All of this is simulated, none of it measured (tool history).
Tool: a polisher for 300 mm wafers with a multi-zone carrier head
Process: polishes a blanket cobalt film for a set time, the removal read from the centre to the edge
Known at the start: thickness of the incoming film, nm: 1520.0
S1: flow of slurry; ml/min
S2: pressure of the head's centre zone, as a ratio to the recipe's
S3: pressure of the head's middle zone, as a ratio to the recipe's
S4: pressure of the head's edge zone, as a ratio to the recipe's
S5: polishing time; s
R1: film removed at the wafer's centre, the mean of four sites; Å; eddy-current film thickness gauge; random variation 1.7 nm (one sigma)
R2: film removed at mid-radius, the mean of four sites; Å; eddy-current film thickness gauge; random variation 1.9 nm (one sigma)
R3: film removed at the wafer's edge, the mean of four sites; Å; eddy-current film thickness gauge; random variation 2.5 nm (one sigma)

run 1 hour=0 | S1=260 S2=1 S3=1 S4=1 S5=77 | R1=3020.9 R2=3097.1 R3=2948.4
run 2 hour=2.5 | S1=255 S2=0.97 S3=0.98 S4=0.97 S5=68 | R1=2599.4 R2=2652.1 R3=2578.9
run 3 hour=11.1 | S1=250 S2=0.94 S3=0.98 S4=0.94 S5=61 | R1=2226.8 R2=2398 R3=2316.8
run 4 hour=12 | S1=250 S2=0.93 S3=0.98 S4=0.91 S5=56 | R1=2088.2 R2=2167.9 R3=2097.5
run 5 hour=20.3 | S1=225 S2=0.93 S3=0.98 S4=0.91 S5=56 | R1=2039.4 R2=2138.1 R3=2021.3
run 6 hour=29.2 | S1=225 S2=0.93 S3=0.89 S4=0.91 S5=56 | R1=2046.3 R2=1979.5 R3=2055.6
run 7 hour=35.9 | S1=215 S2=0.84 S3=0.95 S4=0.83 S5=47 | R1=1596 R2=1758.4 R3=1639.3
run 8 hour=39.5 | S1=230 S2=0.85 S3=0.95 S4=0.84 S5=47 | R1=1618.3 R2=1769.3 R3=1686.9

The next listed run, before its measurement:
run 9 hour=46.8 | S1=240 S2=0.86 S3=0.96 S4=0.85 S5=47 | R1=? R2=? R3=?

{"run 9": {"R1": 1634.8, "R2": 1807.4, "R3": 1669.5}}
